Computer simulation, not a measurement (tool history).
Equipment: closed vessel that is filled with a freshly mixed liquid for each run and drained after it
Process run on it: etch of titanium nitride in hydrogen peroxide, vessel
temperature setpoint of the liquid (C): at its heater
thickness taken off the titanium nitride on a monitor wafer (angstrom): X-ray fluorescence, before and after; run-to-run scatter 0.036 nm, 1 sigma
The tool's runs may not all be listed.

run	hour	temperature setpoint of the liquid (C)	concentration of hydrogen peroxide in the mixed liquid (% by weight)	time in the liquid (s)	thickness taken off the titanium nitride on a monitor wafer (angstrom)
1	0	44	17.5	630	94.365
2	1.2	43.5	17.5	630	91.989
3	7.9	43.5	17.5	675	98.05
4	9.6	43.5	19	675	100.22
5	16.7	42.5	19	675	93.447
6	25.2	42.5	16.5	675	90.113

Forecast run 7:
7	29.6	42	16.5	675	?

Run 7 came out at thickness taken off the titanium nitride on a monitor wafer (angstrom) 87.069.
